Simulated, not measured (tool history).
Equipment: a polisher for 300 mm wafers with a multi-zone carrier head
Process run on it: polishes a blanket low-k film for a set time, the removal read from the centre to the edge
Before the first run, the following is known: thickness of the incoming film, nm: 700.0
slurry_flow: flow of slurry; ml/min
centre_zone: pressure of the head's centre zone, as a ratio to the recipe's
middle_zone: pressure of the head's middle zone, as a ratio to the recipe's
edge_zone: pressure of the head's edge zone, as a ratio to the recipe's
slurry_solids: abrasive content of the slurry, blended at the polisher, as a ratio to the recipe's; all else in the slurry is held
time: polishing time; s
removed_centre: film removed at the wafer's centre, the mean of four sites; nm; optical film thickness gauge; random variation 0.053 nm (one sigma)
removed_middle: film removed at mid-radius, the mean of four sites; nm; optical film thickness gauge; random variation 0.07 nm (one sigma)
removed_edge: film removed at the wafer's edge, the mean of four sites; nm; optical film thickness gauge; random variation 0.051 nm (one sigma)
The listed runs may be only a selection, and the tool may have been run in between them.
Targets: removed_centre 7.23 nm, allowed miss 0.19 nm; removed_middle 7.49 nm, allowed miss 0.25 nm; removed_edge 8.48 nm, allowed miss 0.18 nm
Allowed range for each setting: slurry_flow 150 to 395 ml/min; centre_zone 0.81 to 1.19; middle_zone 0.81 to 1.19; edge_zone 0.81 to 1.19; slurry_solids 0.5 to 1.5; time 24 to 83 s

{"run": 1, "hour": 0.0, "slurry_flow": 250, "centre_zone": 1, "middle_zone": 1, "edge_zone": 1, "slurry_solids": 1, "time": 53, "removed_centre": 15.488, "removed_middle": 15.433, "removed_edge": 15.883}
{"run": 2, "hour": 3.8, "slurry_flow": 250, "centre_zone": 0.93, "middle_zone": 1, "edge_zone": 1, "slurry_solids": 1, "time": 53, "removed_centre": 14.826, "removed_middle": 15.404, "removed_edge": 15.808}
{"run": 3, "hour": 5.8, "slurry_flow": 250, "centre_zone": 0.93, "middle_zone": 1, "edge_zone": 1, "slurry_solids": 0.9, "time": 53, "removed_centre": 13.874, "removed_middle": 14.16, "removed_edge": 14.88}
{"run": 4, "hour": 13.8, "slurry_flow": 230, "centre_zone": 0.89, "middle_zone": 1, "edge_zone": 0.99, "slurry_solids": 0.8, "time": 48, "removed_centre": 11.155, "removed_middle": 11.978, "removed_edge": 12.451}
{"run": 5, "hour": 18.2, "slurry_flow": 230, "centre_zone": 0.89, "middle_zone": 0.96, "edge_zone": 0.99, "slurry_solids": 0.8, "time": 48, "removed_centre": 11.033, "removed_middle": 11.612, "removed_edge": 12.543}
{"run": 6, "hour": 20.6, "slurry_flow": 215, "centre_zone": 0.88, "middle_zone": 0.92, "edge_zone": 0.95, "slurry_solids": 0.7, "time": 46, "removed_centre": 9.4928, "removed_middle": 9.6726, "removed_edge": 10.56}
{"run": 7, "hour": 24.1, "slurry_flow": 195, "centre_zone": 0.86, "middle_zone": 0.9, "edge_zone": 0.94, "slurry_solids": 0.65, "time": 46, "removed_centre": 8.7402, "removed_middle": 8.861, "removed_edge": 9.8988}
{"run": 8, "hour": 32.4, "slurry_flow": 180, "centre_zone": 0.84, "middle_zone": 0.89, "edge_zone": 0.93, "slurry_solids": 0.6, "time": 46, "removed_centre": 7.9882, "removed_middle": 8.1531, "removed_edge": 9.0716}
{"run": 9, "hour": 34.8, "slurry_flow": 175, "centre_zone": 0.83, "middle_zone": 0.89, "edge_zone": 0.93, "slurry_solids": 0.6, "time": 46, "removed_centre": 7.7878, "removed_middle": 8.3251, "removed_edge": 9.1205}
{"run": 10, "hour": 39.9, "slurry_flow": 170, "centre_zone": 0.83, "middle_zone": 0.87, "edge_zone": 0.92, "slurry_solids": 0.6, "time": 46, "removed_centre": 7.7577, "removed_middle": 8.0189, "removed_edge": 8.9682}
{"run": 11, "hour": 48.4, "slurry_flow": 165, "centre_zone": 0.82, "middle_zone": 0.86, "edge_zone": 0.92, "slurry_solids": 0.6, "time": 46, "removed_centre": 7.6781, "removed_middle": 7.9953, "removed_edge": 8.9446}
{"run": 12, "hour": 56.1, "slurry_flow": 160, "centre_zone": 0.82, "middle_zone": 0.85, "edge_zone": 0.92, "slurry_solids": 0.6, "time": 46, "removed_centre": 7.6634, "removed_middle": 7.8327, "removed_edge": 9.0567}
{"run": 13, "hour": 57.4, "slurry_flow": 155, "centre_zone": 0.82, "middle_zone": 0.85, "edge_zone": 0.91, "slurry_solids": 0.6, "time": 46, "removed_centre": 7.5777, "removed_middle": 7.9396, "removed_edge": 8.8376}
{"run": 14, "hour": 61.4, "slurry_flow": 150, "centre_zone": 0.81, "middle_zone": 0.82, "edge_zone": 0.9, "slurry_solids": 0.5, "time": 46, "removed_centre": 6.3251, "removed_middle": 6.3489, "removed_edge": 7.4661}
{"run": 15, "hour": 68.1, "slurry_flow": 150, "centre_zone": 0.81, "middle_zone": 0.82, "edge_zone": 0.9, "slurry_solids": 0.5, "time": 46, "removed_centre": 6.1885, "removed_middle": 6.3964, "removed_edge": 7.4637}
{"run": 16, "hour": 71.2, "slurry_flow": 150, "centre_zone": 0.83, "middle_zone": 0.85, "edge_zone": 0.93, "slurry_solids": 0.5, "time": 46, "removed_centre": 6.3726, "removed_middle": 6.6473, "removed_edge": 7.6135}
{"run": 17, "hour": 78.3, "slurry_flow": 180, "centre_zone": 0.82, "middle_zone": 0.86, "edge_zone": 0.93, "slurry_solids": 0.5, "time": 46, "removed_centre": 6.5399, "removed_middle": 6.7865, "removed_edge": 7.6098}
{"run": 18, "hour": 79.6, "slurry_flow": 170, "centre_zone": 0.84, "middle_zone": 0.88, "edge_zone": 0.95, "slurry_solids": 0.5, "time": 46, "removed_centre": 6.6353, "removed_middle": 6.9048, "removed_edge": 7.6322}
{"run": 19, "hour": 86.6, "slurry_flow": 185, "centre_zone": 0.83, "middle_zone": 0.88, "edge_zone": 0.95, "slurry_solids": 0.5, "time": 46, "removed_centre": 6.6128, "removed_middle": 6.9358, "removed_edge": 7.7539}
{"run": 20, "hour": 94.3, "slurry_flow": 185, "centre_zone": 0.83, "middle_zone": 0.88, "edge_zone": 0.95, "slurry_solids": 0.5, "time": 46, "removed_centre": 6.6703, "removed_middle": 6.9827, "removed_edge": 7.7951}
{"run": 21, "hour": 95.4, "slurry_flow": 255, "centre_zone": 0.85, "middle_zone": 0.9, "edge_zone": 1.04, "slurry_solids": 0.55, "time": 46, "removed_centre": 7.8316, "removed_middle": 8.0057, "removed_edge": 9.0761}

Below are 4 possible settings for the next run. Only one of them brings all results inside the allowed miss of their targets. Which is it?
{"run": "A", "hour": 96.5, "slurry_flow": 220, "centre_zone": 0.86, "middle_zone": 0.91, "edge_zone": 1.04, "slurry_solids": 0.6, "time": 40, "removed_centre": "?", "removed_middle": "?", "removed_edge": "?"}
{"run": "B", "hour": 96.5, "slurry_flow": 235, "centre_zone": 0.86, "middle_zone": 0.86, "edge_zone": 0.96, "slurry_solids": 0.7, "time": 40, "removed_centre": "?", "removed_middle": "?", "removed_edge": "?"}
{"run": "C", "hour": 96.5, "slurry_flow": 305, "centre_zone": 1, "middle_zone": 0.88, "edge_zone": 0.97, "slurry_solids": 0.55, "time": 43, "removed_centre": "?", "removed_middle": "?", "removed_edge": "?"}
{"run": "D", "hour": 96.5, "slurry_flow": 320, "centre_zone": 0.98, "middle_zone": 0.81, "edge_zone": 0.93, "slurry_solids": 0.5, "time": 49, "removed_centre": "?", "removed_middle": "?", "removed_edge": "?"}

move=A removed_centre=7.2847 removed_middle=7.4795 removed_edge=8.4823
move=B removed_centre=8.3203 removed_middle=8.2207 removed_edge=9.361
move=C removed_centre=8.3926 removed_middle=7.5074 removed_edge=8.4035
move=D removed_centre=8.6057 removed_middle=7.3991 removed_edge=8.6024
A: every result lands within tolerance
B: further off than the last run
C: gets the furthest-off result to its target, but another result is out of tolerance
D: gets the furthest-off result to its target, but another result is out of tolerance
So the answer is move A, the one that meets all the targets.
